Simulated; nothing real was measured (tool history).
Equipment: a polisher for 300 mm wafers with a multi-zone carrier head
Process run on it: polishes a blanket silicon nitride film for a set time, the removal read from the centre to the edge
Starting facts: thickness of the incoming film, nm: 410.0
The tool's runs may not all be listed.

run	day	flow of slurry (ml/min)	pressure of the head's centre zone	pressure of the head's middle zone	pressure of the head's edge zone	polishing time (s)	film removed at the wafer's centre (Å)	film removed at mid-radius (Å)	film removed at the wafer's edge (Å)
1	0	280	1	1	1	44	1052.1	1043	1046.5
2	0.033	280	1	1	1	52	1241.9	1225.3	1205.2
3	0.271	275	1.04	0.98	0.94	43	1043.6	1001	979.56
4	0.362	270	1.08	0.95	0.9	38	930.7	857.96	845.25
5	0.662	200	1.08	0.95	0.9	38	923.02	833.79	825.05
6	0.979	195	1.1	0.93	0.88	36	858.81	775.41	781.89
7	1.317	200	1.13	0.92	0.86	34	832.47	727.8	727.22
# day 1.371: slurry nozzle cleaned
8	1.371	200	1.14	0.91	0.85	33	845.94	716.13	716.91

Run 9 comes next. What will it give?
9	1.696	200	1.13	0.89	0.82	30	?	?	?

film removed at the wafer's centre (Å): 775.8
film removed at mid-radius (Å): 643.62
film removed at the wafer's edge (Å): 644.99

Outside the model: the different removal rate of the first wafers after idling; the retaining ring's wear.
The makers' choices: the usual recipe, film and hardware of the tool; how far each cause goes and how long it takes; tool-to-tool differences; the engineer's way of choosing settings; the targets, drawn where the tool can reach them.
